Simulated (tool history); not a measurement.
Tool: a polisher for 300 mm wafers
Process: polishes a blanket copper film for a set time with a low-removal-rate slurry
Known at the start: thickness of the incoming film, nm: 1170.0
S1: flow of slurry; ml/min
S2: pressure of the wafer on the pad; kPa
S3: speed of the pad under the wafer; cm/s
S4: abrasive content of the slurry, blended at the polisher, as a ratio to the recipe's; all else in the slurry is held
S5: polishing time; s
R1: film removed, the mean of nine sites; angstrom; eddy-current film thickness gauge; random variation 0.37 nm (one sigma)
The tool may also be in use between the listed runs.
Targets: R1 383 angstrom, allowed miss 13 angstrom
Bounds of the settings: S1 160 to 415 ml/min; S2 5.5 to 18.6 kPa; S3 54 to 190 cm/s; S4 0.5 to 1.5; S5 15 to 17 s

{"run": 1, "day": 0.0, "S1": 265, "S2": 11.7, "S3": 122, "S4": 1, "S5": 17, "R1": 284.93}
{"run": 2, "day": 0.25, "S1": 265, "S2": 10.3, "S3": 122, "S4": 1, "S5": 17, "R1": 252.91}
{"run": 3, "day": 0.454, "S1": 265, "S2": 11.7, "S3": 122, "S4": 1, "S5": 17, "R1": 282.11}
{"run": 4, "day": 0.758, "S1": 265, "S2": 11.7, "S3": 122, "S4": 1, "S5": 17, "R1": 285.97}
{"run": 5, "day": 1.1, "S1": 265, "S2": 9, "S3": 122, "S4": 1, "S5": 17, "R1": 220.08}
{"day": 1.308, "done": "head pressure recalibrated"}
{"run": 6, "day": 1.308, "S1": 265, "S2": 9, "S3": 122, "S4": 1, "S5": 17, "R1": 239.6}
{"run": 7, "day": 1.392, "S1": 270, "S2": 12.4, "S3": 124, "S4": 1, "S5": 17, "R1": 337.24}
{"run": 8, "day": 1.462, "S1": 285, "S2": 12.4, "S3": 124, "S4": 1, "S5": 17, "R1": 336.72}
{"run": 9, "day": 1.721, "S1": 300, "S2": 12.4, "S3": 124, "S4": 1, "S5": 17, "R1": 342.23}
{"run": 10, "day": 1.817, "S1": 315, "S2": 12.4, "S3": 124, "S4": 1, "S5": 17, "R1": 340.74}
{"run": 11, "day": 2.004, "S1": 335, "S2": 12.4, "S3": 124, "S4": 1, "S5": 17, "R1": 340.11}
{"run": 12, "day": 2.338, "S1": 345, "S2": 12.4, "S3": 124, "S4": 1, "S5": 17, "R1": 338.57}
{"run": 13, "day": 2.604, "S1": 350, "S2": 12.4, "S3": 124, "S4": 1, "S5": 17, "R1": 345.66}
{"run": 14, "day": 2.925, "S1": 360, "S2": 12.4, "S3": 124, "S4": 1, "S5": 17, "R1": 345.62}
{"run": 15, "day": 3.275, "S1": 360, "S2": 12.4, "S3": 124, "S4": 1, "S5": 17, "R1": 345.57}
{"run": 16, "day": 3.375, "S1": 365, "S2": 12.4, "S3": 124, "S4": 1, "S5": 17, "R1": 336.93}
{"run": 17, "day": 3.7, "S1": 365, "S2": 13.1, "S3": 124, "S4": 1, "S5": 17, "R1": 364.76}
{"run": 18, "day": 3.817, "S1": 370, "S2": 13.1, "S3": 124, "S4": 1, "S5": 17, "R1": 364.4}

Which of these 4 next moves meets every target?
{"run": "A", "day": 3.933, "S1": 360, "S2": 13.8, "S3": 118, "S4": 1, "S5": 16, "R1": "?"}
{"run": "B", "day": 3.933, "S1": 360, "S2": 13.1, "S3": 132, "S4": 1, "S5": 15, "R1": "?"}
{"run": "C", "day": 3.933, "S1": 410, "S2": 13.8, "S3": 132, "S4": 1.35, "S5": 15, "R1": "?"}
{"run": "D", "day": 3.933, "S1": 345, "S2": 11.7, "S3": 128, "S4": 0.95, "S5": 17, "R1": "?"}

move=A R1=340.68
move=B R1=335.12
move=C R1=383.62
move=D R1=326.42
A: further off than the last run
B: further off than the last run
C: meets every target
D: further off than the last run
Move C is the one to make.
